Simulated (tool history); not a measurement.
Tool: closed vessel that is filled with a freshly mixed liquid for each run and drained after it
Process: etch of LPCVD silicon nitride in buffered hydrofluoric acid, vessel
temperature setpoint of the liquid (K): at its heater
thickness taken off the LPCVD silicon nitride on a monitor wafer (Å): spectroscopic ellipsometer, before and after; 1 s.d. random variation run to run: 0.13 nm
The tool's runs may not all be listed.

run,hour,temperature setpoint of the liquid (K),parts of 40 % ammonium fluoride to one part of 49 % hydrofluoric acid (parts by volume),time in the liquid (s),thickness taken off the LPCVD silicon nitride on a monitor wafer (Å)
1,0,295.15,14,1930,175.32
2,7.4,298.65,14,1930,211.79
3,13.6,300.65,14,1930,236.81
4,16.4,300.65,16,1930,208.36
5,24,301.15,15,1930,226.42
6,24.7,298.65,15,1930,198.23

Run 7 comes next. What will it give?
7,29.4,299.15,14,1930,?

Run 7 yielded thickness taken off the LPCVD silicon nitride on a monitor wafer (Å) 217.06.
